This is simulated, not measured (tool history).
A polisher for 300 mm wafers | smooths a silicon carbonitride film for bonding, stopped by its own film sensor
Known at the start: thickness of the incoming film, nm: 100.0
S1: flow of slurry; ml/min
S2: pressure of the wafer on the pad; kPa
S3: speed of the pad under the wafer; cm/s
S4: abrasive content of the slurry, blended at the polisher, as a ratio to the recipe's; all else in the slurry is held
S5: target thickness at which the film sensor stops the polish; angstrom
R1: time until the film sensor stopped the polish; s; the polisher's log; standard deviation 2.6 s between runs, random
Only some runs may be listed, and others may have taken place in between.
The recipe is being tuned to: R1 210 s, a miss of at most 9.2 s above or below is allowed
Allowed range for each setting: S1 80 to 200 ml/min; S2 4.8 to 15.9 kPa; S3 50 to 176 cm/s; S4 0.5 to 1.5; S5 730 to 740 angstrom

run  hour   S1    S2   S3  S4   S5      R1
  1     0  130  10.3  112   1  740  149.01
  2   5.4  130   9.7  112   1  740  153.64
  3  14.2  130   9.7  132   1  740  135.14
  4  16.5  130   8.3  130   1  740   157.4
  5  24.7  130   8.3  154   1  740  141.31
  6  25.3  130   9.7  154   1  740  121.62
  7  29.2  130   8.3  152   1  740  145.29
  8    35  130   7.6  152   1  740  154.42
  9  39.9  130   7.6  152   1  740  154.86
 10  41.9  130   6.9  152   1  740   165.7
 11  49.1  130   6.2  152   1  740  182.14

Next run, 5 choices. One meets every target within its allowed miss, the rest don't. Which?
  A  56.3  130  5.5  146  1.15  730   ?
  B  56.3  145  6.9  156     1  740   ?
  C  56.3  150  6.9  162     1  740   ?
  D  56.3  110  8.3  136  0.95  740   ?
  E  56.3  145  5.5  152   1.3  740   ?

move      R1
   A  205.95
   B  160.83
   C   155.2
   D   162.9
   E   177.4
A: all results in spec
B: the biggest miss grows against the last run
C: the biggest miss grows against the last run
D: the biggest miss grows against the last run
E: the biggest miss grows against the last run
The right move is A.
